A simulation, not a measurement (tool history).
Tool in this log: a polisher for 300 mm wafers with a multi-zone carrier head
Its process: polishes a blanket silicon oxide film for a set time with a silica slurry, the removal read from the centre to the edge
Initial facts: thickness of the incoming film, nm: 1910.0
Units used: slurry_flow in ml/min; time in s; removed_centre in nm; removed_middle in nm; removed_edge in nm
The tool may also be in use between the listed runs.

run 1 hour=0 | slurry_flow=185 centre_zone=1 middle_zone=1 edge_zone=1 slurry_solids=1 time=67 | removed_centre=287.12 removed_middle=289.99 removed_edge=292.59
run 2 hour=7.8 | slurry_flow=185 centre_zone=1 middle_zone=1 edge_zone=1 slurry_solids=1 time=82 | removed_centre=352.98 removed_middle=358.34 removed_edge=360.98
run 3 hour=9.2 | slurry_flow=200 centre_zone=1.02 middle_zone=1 edge_zone=1.04 slurry_solids=1.05 time=82 | removed_centre=361.07 removed_middle=363.81 removed_edge=374.98
run 4 hour=14.8 | slurry_flow=200 centre_zone=1.02 middle_zone=1 edge_zone=1.1 slurry_solids=1.05 time=82 | removed_centre=364.3 removed_middle=366.12 removed_edge=387.02
run 5 hour=23.4 | slurry_flow=200 centre_zone=1.02 middle_zone=1 edge_zone=1.1 slurry_solids=0.85 time=82 | removed_centre=326.43 removed_middle=327.31 removed_edge=347.76
run 6 hour=24 | slurry_flow=205 centre_zone=1.05 middle_zone=1 edge_zone=1.11 slurry_solids=0.95 time=82 | removed_centre=361.25 removed_middle=351.73 removed_edge=364.31

The next listed run, before its measurement:
run 7 hour=31.3 | slurry_flow=230 centre_zone=1.08 middle_zone=0.92 edge_zone=1.19 slurry_solids=1.2 time=84 | removed_centre=? removed_middle=? removed_edge=?

Run 7 measured removed_centre 415.52 nm, removed_middle 373.09 nm, removed_edge 436.12 nm.
